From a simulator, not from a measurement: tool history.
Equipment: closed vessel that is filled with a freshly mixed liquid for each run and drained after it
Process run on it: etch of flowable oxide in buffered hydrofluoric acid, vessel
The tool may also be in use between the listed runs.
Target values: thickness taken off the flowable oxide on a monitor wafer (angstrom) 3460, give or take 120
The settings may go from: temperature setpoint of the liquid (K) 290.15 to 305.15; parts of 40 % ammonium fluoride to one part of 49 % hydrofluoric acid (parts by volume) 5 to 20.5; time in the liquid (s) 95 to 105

run	hour	temperature setpoint of the liquid (K)	parts of 40 % ammonium fluoride to one part of 49 % hydrofluoric acid (parts by volume)	time in the liquid (s)	thickness taken off the flowable oxide on a monitor wafer (angstrom)
1	0	297.15	12.5	95	1584.3
2	1.1	297.15	16	95	1237.1
3	8.7	294.15	16	95	1051.3
4	12.2	295.65	14.5	95	1220.3
5	15.1	297.15	13.5	95	1463.2
6	18.2	295.65	13.5	95	1321.3
7	23.5	295.65	13.5	95	1311.1
8	31.9	297.15	12.5	95	1541.7
9	37.9	298.65	11.5	95	1841.5
10	45.1	299.65	11	95	2043.5
11	45.7	300.65	10.5	95	2245.7
12	50.4	301.15	10	95	2375.8
13	56	301.65	9.5	95	2578.2
14	60.4	302.15	9.5	95	2612.4
15	69.2	302.65	9	95	2796.3
16	73	303.15	9	95	2842.2
17	76.1	303.65	9	95	2923.4
# hour 76.7: thermometer replaced
18	76.7	304.65	8.5	95	3687.6
19	84.3	304.15	8.5	95	3620.3

Which of these 4 next moves meets every target?
A	91.9	305.15	9	105	?
B	91.9	305.15	8.5	100	?
C	91.9	303.15	8	100	?
D	91.9	300.15	8	105	?

move	thickness taken off the flowable oxide on a monitor wafer (angstrom)
A	3941.1
B	3993.3
C	3842.4
D	3442.6
A: the biggest miss grows against the last run
B: the biggest miss grows against the last run
C: the biggest miss grows against the last run
D: all results in spec
Answer: D

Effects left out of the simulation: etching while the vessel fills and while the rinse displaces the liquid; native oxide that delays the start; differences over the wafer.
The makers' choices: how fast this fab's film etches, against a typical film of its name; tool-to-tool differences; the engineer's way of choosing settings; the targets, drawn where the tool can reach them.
